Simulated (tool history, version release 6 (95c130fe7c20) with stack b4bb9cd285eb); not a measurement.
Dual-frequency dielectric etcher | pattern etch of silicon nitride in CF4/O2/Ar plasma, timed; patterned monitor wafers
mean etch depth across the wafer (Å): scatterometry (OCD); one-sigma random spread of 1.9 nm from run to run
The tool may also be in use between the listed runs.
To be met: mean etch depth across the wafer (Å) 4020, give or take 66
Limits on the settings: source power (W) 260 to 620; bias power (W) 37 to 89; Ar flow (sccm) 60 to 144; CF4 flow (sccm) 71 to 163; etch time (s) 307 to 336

| run | day | source power (W) | bias power (W) | Ar flow (sccm) | CF4 flow (sccm) | etch time (s) | mean etch depth across the wafer (Å) |
|---|---|---|---|---|---|---|---|
| 1 | 0 | 440 | 63 | 102 | 117 | 336 | 6316.7 |
| 2 | 0.117 | 440 | 63 | 102 | 126 | 336 | 6329.6 |
| 3 | 0.375 | 440 | 63 | 102 | 126 | 307 | 5788.1 |
| 4 | 0.729 | 440 | 63 | 102 | 126 | 336 | 6354 |
| 5 | 1.067 | 440 | 71 | 102 | 126 | 336 | 6470.8 |
| 6 | 1.183 | 390 | 64 | 107 | 125 | 333.5 | 5521.1 |
| 7 | 1.483 | 360 | 63 | 107 | 125 | 333.5 | 5064.7 |
| 8 | 1.738 | 270 | 62 | 107 | 125 | 333.5 | 3591.8 |
| 9 | 2.033 | 280 | 62 | 107 | 125 | 333.5 | 3749.7 |
| 10 | 2.121 | 290 | 62 | 107 | 125 | 333.5 | 3893.6 |
| 11 | 2.354 | 300 | 62 | 107 | 125 | 333.5 | 4123.5 |
| 12 | 2.546 | 290 | 62 | 107 | 125 | 333.5 | 3912.5 |
| 13 | 2.892 | 300 | 62 | 107 | 125 | 333.5 | 4075.9 |

Exactly one of the 5 candidate moves below puts every result within its allowed miss. Which one?
| A | 3.238 | 300 | 74 | 111 | 141 | 332 | ? |
| B | 3.238 | 310 | 59 | 105 | 123 | 336 | ? |
| C | 3.238 | 310 | 62 | 110 | 118 | 333 | ? |
| D | 3.238 | 310 | 67 | 113 | 134 | 311.5 | ? |
| E | 3.238 | 320 | 63 | 102 | 121 | 310.5 | ? |

| move | mean etch depth across the wafer (Å) |
|---|---|
| A | 4274.7 |
| B | 4233.5 |
| C | 4208.8 |
| D | 4039.4 |
| E | 4126.8 |
A: the biggest miss grows against the last run
B: the biggest miss grows against the last run
C: the biggest miss grows against the last run
D: meets every target
E: the biggest miss grows against the last run
D is the move that brings every result within its allowed miss.
